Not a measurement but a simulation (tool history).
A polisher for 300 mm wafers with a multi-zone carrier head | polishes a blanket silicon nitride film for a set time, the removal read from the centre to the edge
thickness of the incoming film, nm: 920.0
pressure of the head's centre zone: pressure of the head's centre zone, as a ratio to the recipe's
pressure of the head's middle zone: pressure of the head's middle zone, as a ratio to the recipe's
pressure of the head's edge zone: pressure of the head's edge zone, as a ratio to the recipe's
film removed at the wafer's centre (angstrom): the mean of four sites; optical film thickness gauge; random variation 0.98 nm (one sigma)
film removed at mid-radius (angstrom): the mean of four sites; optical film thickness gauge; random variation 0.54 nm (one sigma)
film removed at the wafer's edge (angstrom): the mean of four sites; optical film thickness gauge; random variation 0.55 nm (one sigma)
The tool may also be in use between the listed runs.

run	hour	flow of slurry (ml/min)	pressure of the head's centre zone	pressure of the head's middle zone	pressure of the head's edge zone	polishing time (s)	film removed at the wafer's centre (angstrom)	film removed at mid-radius (angstrom)	film removed at the wafer's edge (angstrom)
1	0	210	1	1	1	42	587.91	580.18	583.28
2	5.1	220	1	1.03	1	43	615.12	609.87	593.02
3	6.1	220	1	1.09	1	43	590.66	636.87	596.72
4	13.4	220	1	1.09	1.06	43	586.47	640.01	617
5	21.2	220	1.08	1.09	1.06	43	671.93	639.35	621.74
6	24.4	230	1.07	1.11	1.05	44	656	674.84	629.71
7	29.7	240	1.08	1.12	1.05	45	696.91	693.12	643.65
8	38.3	245	1.07	1.13	1.05	46	707.48	711.17	661.8
9	42.4	245	1.06	1.14	1.04	47	726.89	737.54	674.19
10	45.5	250	1.05	1.15	1.03	48	719.4	752.3	683.19

The next listed run, before its measurement:
11	50	255	1.04	1.16	1.02	49	?	?	?

{"run 11": {"film removed at the wafer's centre (angstrom)": 729.86, "film removed at mid-radius (angstrom)": 787.46, "film removed at the wafer's edge (angstrom)": 700.14}}

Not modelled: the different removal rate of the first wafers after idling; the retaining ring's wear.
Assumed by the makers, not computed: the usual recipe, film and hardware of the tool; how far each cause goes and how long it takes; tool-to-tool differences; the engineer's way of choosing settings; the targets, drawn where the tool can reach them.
